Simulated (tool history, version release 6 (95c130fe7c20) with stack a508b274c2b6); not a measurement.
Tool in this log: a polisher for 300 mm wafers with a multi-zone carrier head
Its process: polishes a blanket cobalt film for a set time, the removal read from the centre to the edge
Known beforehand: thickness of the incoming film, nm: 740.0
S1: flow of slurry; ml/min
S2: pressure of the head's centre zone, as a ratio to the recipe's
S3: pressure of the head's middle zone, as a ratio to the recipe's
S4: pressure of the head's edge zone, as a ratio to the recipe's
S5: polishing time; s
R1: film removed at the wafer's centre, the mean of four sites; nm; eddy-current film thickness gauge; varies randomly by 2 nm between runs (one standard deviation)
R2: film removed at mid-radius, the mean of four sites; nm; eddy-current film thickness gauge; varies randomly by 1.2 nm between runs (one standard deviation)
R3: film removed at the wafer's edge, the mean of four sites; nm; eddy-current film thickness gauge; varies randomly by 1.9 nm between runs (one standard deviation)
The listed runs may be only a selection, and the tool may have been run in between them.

Run 1, hour 0: S1 305 ml/min, S2 1, S3 1, S4 1, S5 41 s. Result: R1 310.88 nm, R2 299.65 nm, R3 310.74 nm.
Run 2, hour 7.1: S1 305 ml/min, S2 1.04, S3 1, S4 1, S5 41 s. Result: R1 322 nm, R2 300.43 nm, R3 311.35 nm.
Run 3, hour 14.7: S1 305 ml/min, S2 1.04, S3 0.97, S4 1, S5 41 s. Result: R1 313.12 nm, R2 295.52 nm, R3 308.56 nm.
Run 4, hour 21.2: S1 305 ml/min, S2 1.04, S3 1.01, S4 1, S5 41 s. Result: R1 323.86 nm, R2 303.63 nm, R3 313.67 nm.
Run 5, hour 27.3: S1 305 ml/min, S2 1.07, S3 1.01, S4 1, S5 41 s. Result: R1 338.6 nm, R2 301.66 nm, R3 313.78 nm.
Run 6, hour 29.9: S1 230 ml/min, S2 1.07, S3 1.01, S4 1, S5 41 s. Result: R1 321.23 nm, R2 293.06 nm, R3 305.21 nm.
Run 7, hour 38.4: S1 235 ml/min, S2 1.04, S3 1, S4 0.97, S5 38 s. Result: R1 284.47 nm, R2 270.33 nm, R3 280.38 nm.
Run 8, hour 45.9: S1 250 ml/min, S2 1.03, S3 1, S4 0.94, S5 35 s. Result: R1 267.55 nm, R2 249.89 nm, R3 247.93 nm.
Run 9, hour 50.8: S1 250 ml/min, S2 1, S3 0.98, S4 0.92, S5 34 s. Result: R1 250.46 nm, R2 240.38 nm, R3 245.78 nm.
Run 10, hour 54.8: S1 260 ml/min, S2 0.98, S3 0.98, S4 0.91, S5 32 s. Result: R1 236.54 nm, R2 228.25 nm, R3 226.11 nm.
Run 11, hour 61.9: S1 265 ml/min, S2 0.96, S3 0.97, S4 0.9, S5 31 s. Result: R1 217.18 nm, R2 221.94 nm, R3 216.35 nm.
Run 12, hour 68.3: S1 270 ml/min, S2 0.95, S3 0.95, S4 0.89, S5 31 s. Result: R1 219.97 nm, R2 221.36 nm, R3 218.68 nm.
Run 13, hour 76.9: S1 270 ml/min, S2 0.94, S3 0.94, S4 0.88, S5 30 s. Result: R1 208.71 nm, R2 212.97 nm, R3 213.55 nm.
Run 14, hour 79: S1 270 ml/min, S2 0.94, S3 0.94, S4 0.88, S5 30 s. Result: R1 210.33 nm, R2 210.26 nm, R3 211.27 nm.
Run 15, hour 82.5: S1 270 ml/min, S2 0.93, S3 0.94, S4 0.87, S5 30 s. Result: R1 207.77 nm, R2 208.68 nm, R3 213.2 nm.
Run 16, hour 87.2: S1 270 ml/min, S2 0.93, S3 0.95, S4 0.86, S5 29 s. Result: R1 203.77 nm, R2 204.52 nm, R3 203.72 nm.
Run 17, hour 92.2: S1 265 ml/min, S2 0.92, S3 0.95, S4 0.85, S5 29 s. Result: R1 197.58 nm, R2 207.35 nm, R3 200.35 nm.
Run 18, hour 98.8: S1 260 ml/min, S2 0.92, S3 0.94, S4 0.84, S5 29 s. Result: R1 197.61 nm, R2 204.14 nm, R3 197.62 nm.
Run 19, hour 99.9: S1 255 ml/min, S2 0.92, S3 0.94, S4 0.84, S5 29 s. Result: R1 195.7 nm, R2 205.12 nm, R3 199.95 nm.

Run 20 comes next. What will it give?
Run 20, hour 106.3: S1 255 ml/min, S2 0.92, S3 0.94, S4 0.83, S5 29 s. Result: R1 ?, R2 ?, R3 ?.

{"run 20": {"R1": 194.34, "R2": 203.06, "R3": 196.16}}

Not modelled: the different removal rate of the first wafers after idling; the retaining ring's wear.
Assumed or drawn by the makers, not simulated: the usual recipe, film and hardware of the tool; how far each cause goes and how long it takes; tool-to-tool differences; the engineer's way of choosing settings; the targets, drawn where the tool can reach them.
